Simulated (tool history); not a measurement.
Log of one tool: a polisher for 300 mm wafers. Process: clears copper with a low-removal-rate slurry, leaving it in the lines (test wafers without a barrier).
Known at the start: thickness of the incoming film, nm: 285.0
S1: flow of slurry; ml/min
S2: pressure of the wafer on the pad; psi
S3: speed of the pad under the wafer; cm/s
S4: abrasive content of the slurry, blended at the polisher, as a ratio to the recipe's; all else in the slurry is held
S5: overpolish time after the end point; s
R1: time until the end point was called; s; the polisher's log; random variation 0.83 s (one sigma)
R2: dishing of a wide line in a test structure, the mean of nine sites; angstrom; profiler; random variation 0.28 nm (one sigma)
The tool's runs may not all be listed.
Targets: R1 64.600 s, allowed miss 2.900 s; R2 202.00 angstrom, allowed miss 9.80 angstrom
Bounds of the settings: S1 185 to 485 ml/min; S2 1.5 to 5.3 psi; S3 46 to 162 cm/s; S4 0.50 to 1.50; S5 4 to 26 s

run	hour	S1	S2	S3	S4	S5	R1	R2
1	0.0	310	3.4	104	1.00	13	89.383	304.07
2	7.8	310	3.4	86	1.00	13	105.570	258.25
3	13.5	310	3.4	86	1.00	18	108.350	328.81
4	21.5	340	3.7	82	1.10	15	100.110	301.29
5	27.3	340	3.1	82	1.10	15	114.520	264.73
# hour 29.1: head pressure recalibrated
6	29.1	340	3.1	58	1.10	15	171.960	189.56
7	30.3	370	3.4	62	1.20	13	141.570	197.47
8	34.0	390	3.7	64	1.25	11	128.300	188.55
9	41.4	410	4.0	68	1.30	10	110.540	199.76
10	42.7	425	4.2	70	1.35	9	99.129	199.37
11	50.5	450	5.2	76	1.45	4	74.787	124.00
12	52.1	415	4.6	104	1.20	7	64.557	231.76
13	56.5	405	4.6	104	1.20	7	64.135	228.81
14	65.5	395	4.6	104	1.20	7	65.592	230.97
15	67.5	425	4.6	104	1.20	4	64.926	138.80

Which of these 5 next moves meets every target?
A	69.5	400	4.7	102	1.30	7	?	?
B	69.5	405	4.3	130	1.05	6	?	?
C	69.5	485	4.1	118	1.05	5	?	?
D	69.5	405	5.3	90	1.25	6	?	?
E	69.5	480	4.7	104	1.10	7	?	?

move	R1	R2
A	64.614	237.06
B	58.374	226.03
C	66.305	171.70
D	65.682	204.76
E	65.264	235.02
A: takes the result that was furthest off past its target
B: takes the result that was furthest off past its target
C: nearer than the last run, and not there yet
D: meets every target
E: takes the result that was furthest off past its target
Answer: D
